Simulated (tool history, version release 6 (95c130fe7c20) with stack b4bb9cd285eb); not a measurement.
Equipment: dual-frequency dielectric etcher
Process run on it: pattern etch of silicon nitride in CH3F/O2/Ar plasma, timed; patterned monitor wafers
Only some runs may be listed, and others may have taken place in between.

run	hour	source power (W)	bias power (W)	etch time (s)	mean etch depth across the wafer (Å)
1	0.0	430	65	54.0	347.50
2	7.9	430	58	54.0	336.63
3	16.7	430	58	54.0	339.59
4	17.4	430	68	54.0	354.78
5	22.1	430	79	54.0	368.73
6	30.9	430	79	56.5	388.63
7	39.1	340	66	55.5	329.77

For run 8, what comes out?
8	41.3	320	66	55.5	?

For run 8 the tool returned mean etch depth across the wafer (Å) 324.34.
